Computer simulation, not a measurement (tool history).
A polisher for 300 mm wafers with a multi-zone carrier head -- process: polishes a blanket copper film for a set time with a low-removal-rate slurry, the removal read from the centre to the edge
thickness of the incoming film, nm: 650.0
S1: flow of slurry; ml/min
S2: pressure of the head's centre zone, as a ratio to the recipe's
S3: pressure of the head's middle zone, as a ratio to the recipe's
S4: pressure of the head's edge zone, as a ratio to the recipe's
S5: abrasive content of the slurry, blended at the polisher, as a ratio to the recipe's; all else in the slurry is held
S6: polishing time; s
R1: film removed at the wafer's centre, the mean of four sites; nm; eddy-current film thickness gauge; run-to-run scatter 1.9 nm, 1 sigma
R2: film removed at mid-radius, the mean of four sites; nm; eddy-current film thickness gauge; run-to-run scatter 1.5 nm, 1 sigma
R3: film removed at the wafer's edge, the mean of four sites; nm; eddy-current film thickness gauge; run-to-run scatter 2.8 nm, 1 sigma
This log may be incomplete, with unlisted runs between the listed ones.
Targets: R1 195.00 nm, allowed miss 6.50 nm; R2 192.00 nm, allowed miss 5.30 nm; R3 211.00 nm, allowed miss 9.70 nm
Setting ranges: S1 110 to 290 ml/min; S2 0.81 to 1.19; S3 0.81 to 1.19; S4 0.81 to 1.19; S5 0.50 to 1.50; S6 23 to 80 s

run  hour   S1    S2    S3    S4    S5  S6      R1      R2      R3
  1   0.0  185  1.00  1.00  1.00  1.00  51  138.65  140.50  142.39
  2   3.0  190  1.01  1.00  1.05  1.15  54  153.65  150.60  157.44
  3  10.0  190  1.01  1.00  1.05  1.05  54  151.71  150.79  154.90
  4  17.6  190  1.01  1.03  1.05  1.05  54  149.46  152.78  154.18
  5  26.1  190  1.01  1.03  1.01  1.05  54  150.23  152.52  156.04
  6  32.6  195  1.01  1.04  1.00  1.15  56  160.61  163.45  160.27
  7  36.1  190  1.00  1.02  1.04  1.25  59  170.36  169.96  176.26
  8  43.1  195  1.00  1.02  1.07  1.30  60  174.61  176.81  179.21
  9  46.0  190  0.99  1.00  1.08  1.35  62  180.51  179.84  190.33
 10  48.4  195  0.99  0.99  1.10  1.40  63  184.14  184.07  201.07
 11  51.4  205  1.00  0.99  1.11  1.40  63  189.85  184.27  200.72

Next run, 5 choices. One meets every target within its allowed miss, the rest don't. Which?
  A  54.4  205  0.97  0.95  1.13  1.40  62   ?   ?   ?
  B  54.4  200  1.00  0.90  1.09  1.40  64   ?   ?   ?
  C  54.4  170  1.04  1.01  0.95  1.50  64   ?   ?   ?
  D  54.4  205  0.97  0.95  1.07  1.25  69   ?   ?   ?
  E  54.4  220  0.93  0.88  1.12  1.20  66   ?   ?   ?

move      R1      R2      R3
   A  179.57  178.32  196.19
   B  190.18  175.33  198.46
   C  195.49  191.44  184.93
   D  194.55  193.22  206.77
   E  178.66  173.42  202.08
A: moves away from the targets compared with the last run
B: moves away from the targets compared with the last run
C: corrects the largest miss of the last run, while another result sits out of spec
D: every result within its allowed miss
E: moves away from the targets compared with the last run
The move that meets every target is D.
